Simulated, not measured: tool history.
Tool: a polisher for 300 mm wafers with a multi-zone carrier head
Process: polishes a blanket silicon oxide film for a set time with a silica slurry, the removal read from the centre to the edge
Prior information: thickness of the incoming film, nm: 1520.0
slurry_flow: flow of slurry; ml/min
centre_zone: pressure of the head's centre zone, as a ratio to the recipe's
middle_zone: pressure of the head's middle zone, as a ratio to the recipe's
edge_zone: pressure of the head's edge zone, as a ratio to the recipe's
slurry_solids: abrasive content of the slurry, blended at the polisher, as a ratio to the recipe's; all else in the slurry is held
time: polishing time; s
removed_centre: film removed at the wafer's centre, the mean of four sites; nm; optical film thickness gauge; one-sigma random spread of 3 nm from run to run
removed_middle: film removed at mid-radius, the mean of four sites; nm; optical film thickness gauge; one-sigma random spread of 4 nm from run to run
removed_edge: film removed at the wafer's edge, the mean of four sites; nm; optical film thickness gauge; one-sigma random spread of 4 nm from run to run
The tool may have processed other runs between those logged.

run	hour	slurry_flow	centre_zone	middle_zone	edge_zone	slurry_solids	time	removed_centre	removed_middle	removed_edge
1	0.0	315	1.00	1.00	1.00	1.00	66	352.00	355.11	352.95
2	7.7	315	0.96	1.01	0.99	0.95	66	325.44	342.52	336.64
3	14.6	315	0.93	1.02	0.98	0.90	66	310.97	334.57	323.24
4	21.8	310	0.90	1.03	0.99	0.85	66	292.08	328.88	318.96
5	23.8	310	0.88	1.04	0.98	0.80	66	275.43	312.85	305.51
6	30.6	310	0.88	1.04	1.01	0.80	66	277.45	309.65	305.96
7	32.1	310	0.87	1.05	1.00	0.80	66	274.05	315.82	305.74

Expected results for the next run?
8	33.7	310	0.86	1.06	0.99	0.80	66	?	?	?

{"run 8": {"removed_centre": 272.39, "removed_middle": 323.0, "removed_edge": 302.42}}

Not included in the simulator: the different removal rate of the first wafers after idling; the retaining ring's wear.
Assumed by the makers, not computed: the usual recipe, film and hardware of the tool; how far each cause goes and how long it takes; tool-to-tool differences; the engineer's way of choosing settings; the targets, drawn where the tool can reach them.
